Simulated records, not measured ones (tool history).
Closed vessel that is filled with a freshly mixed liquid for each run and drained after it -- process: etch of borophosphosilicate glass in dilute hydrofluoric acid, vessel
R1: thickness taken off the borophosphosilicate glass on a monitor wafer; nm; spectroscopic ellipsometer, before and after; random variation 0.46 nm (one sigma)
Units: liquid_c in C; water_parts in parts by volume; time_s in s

{"run": 1, "hour": 0.0, "liquid_c": 25, "water_parts": 180, "time_s": 120, "R1": 24.455}
{"run": 2, "hour": 3.7, "liquid_c": 26, "water_parts": 165, "time_s": 120, "R1": 28.186}
{"run": 3, "hour": 8.1, "liquid_c": 23, "water_parts": 165, "time_s": 120, "R1": 24.812}
{"run": 4, "hour": 17.0, "liquid_c": 24.5, "water_parts": 155, "time_s": 120, "R1": 28.229}
{"run": 5, "hour": 18.4, "liquid_c": 26, "water_parts": 155, "time_s": 120, "R1": 30.321}
{"run": 6, "hour": 19.5, "liquid_c": 27, "water_parts": 145, "time_s": 120, "R1": 33.947}
{"run": 7, "hour": 21.7, "liquid_c": 31, "water_parts": 90, "time_s": 120, "R1": 68.681}
{"run": 8, "hour": 28.0, "liquid_c": 30.5, "water_parts": 90, "time_s": 120, "R1": 67.299}

Estimate the outcome of run 9 from the log above:
{"run": 9, "hour": 33.3, "liquid_c": 30, "water_parts": 90, "time_s": 120, "R1": "?"}

{"run 9": {"R1": 65.581}}
